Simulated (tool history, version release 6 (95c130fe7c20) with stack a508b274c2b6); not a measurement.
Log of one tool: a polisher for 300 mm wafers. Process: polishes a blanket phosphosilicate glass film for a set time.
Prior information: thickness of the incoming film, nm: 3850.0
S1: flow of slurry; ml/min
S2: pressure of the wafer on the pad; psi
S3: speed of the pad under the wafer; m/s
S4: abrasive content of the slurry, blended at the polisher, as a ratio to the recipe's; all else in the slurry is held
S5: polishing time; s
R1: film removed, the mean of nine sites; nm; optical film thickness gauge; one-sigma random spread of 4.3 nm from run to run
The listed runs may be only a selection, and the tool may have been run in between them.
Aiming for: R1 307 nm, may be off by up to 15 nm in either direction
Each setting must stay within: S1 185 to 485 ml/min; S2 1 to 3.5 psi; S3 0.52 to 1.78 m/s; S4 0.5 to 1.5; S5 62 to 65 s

Run 1, hour 0: S1 310 ml/min, S2 2.2 psi, S3 1.14 m/s, S4 1, S5 62 s. Result: R1 382.49 nm.
Run 2, hour 0.8: S1 310 ml/min, S2 2.1 psi, S3 1.14 m/s, S4 1, S5 62 s. Result: R1 361.92 nm.
Run 3, hour 7.1: S1 240 ml/min, S2 2.1 psi, S3 1.14 m/s, S4 1, S5 62 s. Result: R1 354.8 nm.
Run 4, hour 8.7: S1 190 ml/min, S2 2.1 psi, S3 1.14 m/s, S4 1, S5 62 s. Result: R1 349.94 nm.
Run 5, hour 17.2: S1 190 ml/min, S2 2 psi, S3 1.14 m/s, S4 1, S5 62 s. Result: R1 330.57 nm.
Run 6, hour 22.1: S1 190 ml/min, S2 1.4 psi, S3 1.14 m/s, S4 1, S5 62 s. Result: R1 238.92 nm.
Run 7, hour 29.4: S1 190 ml/min, S2 1.5 psi, S3 1.14 m/s, S4 1, S5 62 s. Result: R1 252.18 nm.
Run 8, hour 30.5: S1 190 ml/min, S2 1.6 psi, S3 1.14 m/s, S4 1, S5 62 s. Result: R1 267.29 nm.
Run 9, hour 37.6: S1 190 ml/min, S2 1.7 psi, S3 1.14 m/s, S4 1, S5 62 s. Result: R1 282.9 nm.

5 candidate next runs follow, results not yet known. Just one meets every target within its allowed miss. Identify it.
Run A, hour 44.7: S1 185 ml/min, S2 1.8 psi, S3 1.04 m/s, S4 0.75, S5 64 s. Result: R1 ?.
Run B, hour 44.7: S1 185 ml/min, S2 1.3 psi, S3 1.28 m/s, S4 1.25, S5 62 s. Result: R1 ?.
Run C, hour 44.7: S1 200 ml/min, S2 1.5 psi, S3 1.06 m/s, S4 1.15, S5 62 s. Result: R1 ?.
Run D, hour 44.7: S1 190 ml/min, S2 1.6 psi, S3 1.3 m/s, S4 1, S5 65 s. Result: R1 ?.
Run E, hour 44.7: S1 260 ml/min, S2 1.6 psi, S3 0.96 m/s, S4 0.95, S5 62 s. Result: R1 ?.

move      R1
   A  260.81
   B  250.87
   C  244.19
   D  306.54
   E  234.65
A: misses by more than the last run did
B: misses by more than the last run did
C: misses by more than the last run did
D: meets every target
E: misses by more than the last run did
The right move is D.

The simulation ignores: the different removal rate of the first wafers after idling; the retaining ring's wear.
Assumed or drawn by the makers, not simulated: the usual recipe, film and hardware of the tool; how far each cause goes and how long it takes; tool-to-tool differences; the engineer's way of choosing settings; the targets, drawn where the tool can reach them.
